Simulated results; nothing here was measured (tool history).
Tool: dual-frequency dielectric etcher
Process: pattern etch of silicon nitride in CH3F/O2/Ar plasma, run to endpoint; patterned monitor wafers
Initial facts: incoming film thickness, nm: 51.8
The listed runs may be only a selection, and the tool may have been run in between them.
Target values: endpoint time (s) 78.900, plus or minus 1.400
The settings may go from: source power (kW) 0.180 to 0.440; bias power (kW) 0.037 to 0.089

run,hour,source power (kW),bias power (kW),endpoint time (s)
1,0.0,0.310,0.063,87.254
2,5.5,0.320,0.063,86.911
3,14.1,0.330,0.063,85.084
4,16.3,0.300,0.063,88.072
5,22.8,0.300,0.073,84.405
6,23.9,0.310,0.073,83.910
7,31.0,0.320,0.073,81.598
8,39.9,0.330,0.073,80.969

4 next moves are on the table. One of them brings every result within its allowed miss. Which?
A,48.8,0.320,0.071,?
B,48.8,0.330,0.078,?
C,48.8,0.340,0.069,?
D,48.8,0.340,0.065,?

move,endpoint time (s)
A,82.752
B,79.056
C,81.358
D,82.991
A: further off than the last run
B: each result inside its tolerance
C: further off than the last run
D: further off than the last run
The move that meets every target is B.
